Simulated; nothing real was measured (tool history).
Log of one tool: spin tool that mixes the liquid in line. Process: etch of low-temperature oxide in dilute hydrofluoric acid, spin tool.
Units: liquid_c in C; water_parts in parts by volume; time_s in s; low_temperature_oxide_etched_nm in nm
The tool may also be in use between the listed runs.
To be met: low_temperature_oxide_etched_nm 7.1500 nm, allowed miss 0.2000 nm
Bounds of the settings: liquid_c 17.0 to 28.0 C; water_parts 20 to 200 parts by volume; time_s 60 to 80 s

run  hour  liquid_c  water_parts  time_s  low_temperature_oxide_etched_nm
  1   0.0      20.0          110      80                           8.9888
  2   8.9      19.5          115      80                           8.5084
  3  11.2      19.0          115      80                           8.3437
  4  19.6      19.0           85      80                          11.8970
  5  27.4      21.5           85      80                          12.9120
  6  30.6      19.5           85      80                          11.8550
  7  34.2      19.0           95      80                          10.4210
  8  37.1      19.0           95      80                          10.3960
  9  43.0      18.5          100      80                           9.4808

4 next moves are on the table. One of them brings every result within its allowed miss. Which?
  A  48.9      23.0           85      80                                ?
  B  48.9      19.5          105      60                                ?
  C  48.9      20.0           70      60                                ?
  D  48.9      18.0           75      80                                ?

move  low_temperature_oxide_etched_nm
   A                          13.8230
   B                           7.1101
   C                          11.3290
   D                          12.8840
A: further off than the last run
B: meets every target
C: further off than the last run
D: further off than the last run
Answer: B
